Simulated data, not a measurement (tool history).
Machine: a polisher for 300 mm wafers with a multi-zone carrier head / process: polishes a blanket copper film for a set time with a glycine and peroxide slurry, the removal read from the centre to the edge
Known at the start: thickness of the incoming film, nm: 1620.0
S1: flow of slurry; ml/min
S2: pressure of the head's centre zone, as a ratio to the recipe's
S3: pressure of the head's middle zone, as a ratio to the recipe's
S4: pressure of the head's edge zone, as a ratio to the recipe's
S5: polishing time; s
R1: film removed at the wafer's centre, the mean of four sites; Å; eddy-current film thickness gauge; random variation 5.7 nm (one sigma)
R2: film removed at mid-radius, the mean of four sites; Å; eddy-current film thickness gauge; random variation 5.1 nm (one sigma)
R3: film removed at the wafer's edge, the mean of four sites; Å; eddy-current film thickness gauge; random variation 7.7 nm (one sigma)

run 1 hour=0 | S1=295 S2=1 S3=1 S4=1 S5=89 | R1=3590.5 R2=3497.2 R3=3630.3
run 2 hour=7.1 | S1=295 S2=1 S3=1.06 S4=1 S5=89 | R1=3643 R2=3610.7 R3=3657.8
run 3 hour=10 | S1=295 S2=0.93 S3=1.06 S4=1 S5=89 | R1=3237.3 R2=3626.8 R3=3691.8
run 4 hour=14.2 | S1=295 S2=0.93 S3=1.02 S4=1 S5=89 | R1=3300.2 R2=3549.7 R3=3598.9
run 5 hour=18.4 | S1=295 S2=0.93 S3=1.11 S4=1 S5=89 | R1=3343.3 R2=3790.4 R3=3688.2
run 6 hour=24 | S1=295 S2=0.87 S3=1.11 S4=1 S5=89 | R1=3087.1 R2=3826.2 R3=3573.2
run 7 hour=30.6 | S1=295 S2=0.87 S3=1.11 S4=1 S5=89 | R1=3109.2 R2=3829.7 R3=3651.5

What does the tool deliver on the next run?
run 8 hour=31.9 | S1=305 S2=0.91 S3=1.13 S4=1.01 S5=97 | R1=? R2=? R3=?

R1: 3594.4 Å
R2: 4270.1 Å
R3: 3910.7 Å

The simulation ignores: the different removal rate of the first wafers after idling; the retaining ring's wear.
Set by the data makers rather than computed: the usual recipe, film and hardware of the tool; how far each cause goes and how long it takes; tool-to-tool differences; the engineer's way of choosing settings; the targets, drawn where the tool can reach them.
